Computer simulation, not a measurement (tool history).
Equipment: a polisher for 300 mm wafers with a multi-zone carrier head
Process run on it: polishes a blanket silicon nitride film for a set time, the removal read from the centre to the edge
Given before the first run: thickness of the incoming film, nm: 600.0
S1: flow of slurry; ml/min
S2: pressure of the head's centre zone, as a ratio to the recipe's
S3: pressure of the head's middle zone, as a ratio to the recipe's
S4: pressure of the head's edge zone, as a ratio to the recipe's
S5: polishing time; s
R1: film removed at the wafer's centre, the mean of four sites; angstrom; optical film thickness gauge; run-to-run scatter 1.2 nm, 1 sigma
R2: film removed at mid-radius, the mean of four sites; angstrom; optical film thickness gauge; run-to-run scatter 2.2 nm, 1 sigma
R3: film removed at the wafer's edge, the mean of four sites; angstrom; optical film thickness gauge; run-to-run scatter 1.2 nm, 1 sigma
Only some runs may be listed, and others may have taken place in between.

{"run": 1, "day": 0.0, "S1": 290, "S2": 1.0, "S3": 1.0, "S4": 1.0, "S5": 48, "R1": 1156.5, "R2": 1199.4, "R3": 1135.4}
{"run": 2, "day": 0.171, "S1": 290, "S2": 0.94, "S3": 1.0, "S4": 1.0, "S5": 48, "R1": 1080.7, "R2": 1198.3, "R3": 1138.8}
{"run": 3, "day": 0.542, "S1": 290, "S2": 0.88, "S3": 1.0, "S4": 1.0, "S5": 48, "R1": 1019.1, "R2": 1167.4, "R3": 1138.2}
{"run": 4, "day": 0.717, "S1": 295, "S2": 0.92, "S3": 1.0, "S4": 1.02, "S5": 50, "R1": 1100.3, "R2": 1253.3, "R3": 1206.9}
{"run": 5, "day": 1.017, "S1": 295, "S2": 0.86, "S3": 1.0, "S4": 1.02, "S5": 50, "R1": 1036.9, "R2": 1202.3, "R3": 1193.6}
{"run": 6, "day": 1.321, "S1": 260, "S2": 0.86, "S3": 1.0, "S4": 1.02, "S5": 50, "R1": 1009.4, "R2": 1214.2, "R3": 1181.0}

Estimate the outcome of run 7 from the log above:
{"run": 7, "day": 1.521, "S1": 275, "S2": 0.9, "S3": 1.01, "S4": 1.04, "S5": 52, "R1": "?", "R2": "?", "R3": "?"}

{"run 7": {"R1": 1105.9, "R2": 1267.1, "R3": 1228.1}}

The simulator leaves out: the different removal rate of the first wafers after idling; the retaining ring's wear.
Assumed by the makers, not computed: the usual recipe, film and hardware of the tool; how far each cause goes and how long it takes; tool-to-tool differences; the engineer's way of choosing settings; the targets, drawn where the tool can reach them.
